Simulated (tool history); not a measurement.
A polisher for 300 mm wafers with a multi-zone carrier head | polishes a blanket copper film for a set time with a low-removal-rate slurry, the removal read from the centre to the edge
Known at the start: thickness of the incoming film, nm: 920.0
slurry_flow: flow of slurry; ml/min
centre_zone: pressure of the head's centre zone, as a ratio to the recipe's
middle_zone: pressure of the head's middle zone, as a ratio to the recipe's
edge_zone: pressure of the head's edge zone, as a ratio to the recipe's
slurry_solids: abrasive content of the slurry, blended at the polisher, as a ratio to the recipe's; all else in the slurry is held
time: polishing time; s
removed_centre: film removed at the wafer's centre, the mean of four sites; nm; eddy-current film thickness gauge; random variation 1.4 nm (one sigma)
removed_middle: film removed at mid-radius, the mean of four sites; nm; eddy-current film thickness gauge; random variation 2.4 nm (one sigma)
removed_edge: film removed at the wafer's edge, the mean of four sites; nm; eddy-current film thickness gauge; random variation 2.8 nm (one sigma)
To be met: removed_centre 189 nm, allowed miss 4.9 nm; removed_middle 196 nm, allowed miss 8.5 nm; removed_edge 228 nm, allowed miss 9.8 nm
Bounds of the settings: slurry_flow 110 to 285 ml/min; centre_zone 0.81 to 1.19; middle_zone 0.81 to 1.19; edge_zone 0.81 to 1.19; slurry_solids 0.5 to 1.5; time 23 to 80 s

{"run": 1, "day": 0.0, "slurry_flow": 180, "centre_zone": 1, "middle_zone": 1, "edge_zone": 1, "slurry_solids": 1, "time": 51, "removed_centre": 175.22, "removed_middle": 164.61, "removed_edge": 172.85}
{"run": 2, "day": 0.029, "slurry_flow": 180, "centre_zone": 1, "middle_zone": 1, "edge_zone": 0.91, "slurry_solids": 1, "time": 51, "removed_centre": 174.4, "removed_middle": 165.96, "removed_edge": 168.16}
{"run": 3, "day": 0.092, "slurry_flow": 185, "centre_zone": 0.97, "middle_zone": 0.99, "edge_zone": 0.95, "slurry_solids": 1.1, "time": 52, "removed_centre": 177.55, "removed_middle": 176.78, "removed_edge": 179.93}
{"run": 4, "day": 0.458, "slurry_flow": 185, "centre_zone": 0.97, "middle_zone": 0.99, "edge_zone": 0.95, "slurry_solids": 1.1, "time": 61, "removed_centre": 208.23, "removed_middle": 197.5, "removed_edge": 210.55}
{"run": 5, "day": 0.742, "slurry_flow": 185, "centre_zone": 0.97, "middle_zone": 0.99, "edge_zone": 0.95, "slurry_solids": 1.1, "time": 73, "removed_centre": 247.74, "removed_middle": 243.84, "removed_edge": 247.91}
{"run": 6, "day": 0.788, "slurry_flow": 155, "centre_zone": 0.97, "middle_zone": 0.99, "edge_zone": 0.95, "slurry_solids": 1.1, "time": 73, "removed_centre": 239.37, "removed_middle": 238.72, "removed_edge": 249.3}
{"run": 7, "day": 0.929, "slurry_flow": 155, "centre_zone": 0.95, "middle_zone": 0.97, "edge_zone": 0.95, "slurry_solids": 1.05, "time": 73, "removed_centre": 234.15, "removed_middle": 225.24, "removed_edge": 241.11}
{"run": 8, "day": 1.075, "slurry_flow": 145, "centre_zone": 0.92, "middle_zone": 0.97, "edge_zone": 0.96, "slurry_solids": 1.05, "time": 73, "removed_centre": 221.46, "removed_middle": 223.25, "removed_edge": 237.69}
{"run": 9, "day": 1.321, "slurry_flow": 140, "centre_zone": 0.9, "middle_zone": 0.96, "edge_zone": 0.97, "slurry_solids": 1.05, "time": 73, "removed_centre": 214.49, "removed_middle": 222.25, "removed_edge": 240.91}
{"run": 10, "day": 1.438, "slurry_flow": 135, "centre_zone": 0.89, "middle_zone": 0.95, "edge_zone": 0.97, "slurry_solids": 1.05, "time": 73, "removed_centre": 212.59, "removed_middle": 218.13, "removed_edge": 237.09}
{"run": 11, "day": 1.808, "slurry_flow": 115, "centre_zone": 0.81, "middle_zone": 0.88, "edge_zone": 1.01, "slurry_solids": 0.95, "time": 73, "removed_centre": 181.28, "removed_middle": 193.44, "removed_edge": 232.49}

Which of these 5 next moves meets every target?
{"run": "A", "day": 2.179, "slurry_flow": 115, "centre_zone": 0.88, "middle_zone": 0.81, "edge_zone": 1.03, "slurry_solids": 0.95, "time": 71, "removed_centre": "?", "removed_middle": "?", "removed_edge": "?"}
{"run": "B", "day": 2.179, "slurry_flow": 135, "centre_zone": 0.86, "middle_zone": 0.83, "edge_zone": 1.04, "slurry_solids": 1.05, "time": 67, "removed_centre": "?", "removed_middle": "?", "removed_edge": "?"}
{"run": "C", "day": 2.179, "slurry_flow": 135, "centre_zone": 0.84, "middle_zone": 0.81, "edge_zone": 0.99, "slurry_solids": 0.85, "time": 72, "removed_centre": "?", "removed_middle": "?", "removed_edge": "?"}
{"run": "D", "day": 2.179, "slurry_flow": 135, "centre_zone": 0.86, "middle_zone": 0.93, "edge_zone": 1.06, "slurry_solids": 0.8, "time": 71, "removed_centre": "?", "removed_middle": "?", "removed_edge": "?"}
{"run": "E", "day": 2.179, "slurry_flow": 110, "centre_zone": 0.86, "middle_zone": 0.81, "edge_zone": 1.19, "slurry_solids": 0.75, "time": 76, "removed_centre": "?", "removed_middle": "?", "removed_edge": "?"}

move=A removed_centre=189.55 removed_middle=175.45 removed_edge=228.37
move=B removed_centre=187.94 removed_middle=180.06 removed_edge=227.7
move=C removed_centre=189.64 removed_middle=181.96 removed_edge=229.2
move=D removed_centre=188.94 removed_middle=198.71 removed_edge=230.61
move=E removed_centre=186.88 removed_middle=176.93 removed_edge=248.93
A: brings the result that was furthest off to its target, and leaves another outside
B: brings the result that was furthest off to its target, and leaves another outside
C: brings the result that was furthest off to its target, and leaves another outside
D: meets every target
E: brings the result that was furthest off to its target, and leaves another outside
Answer: D
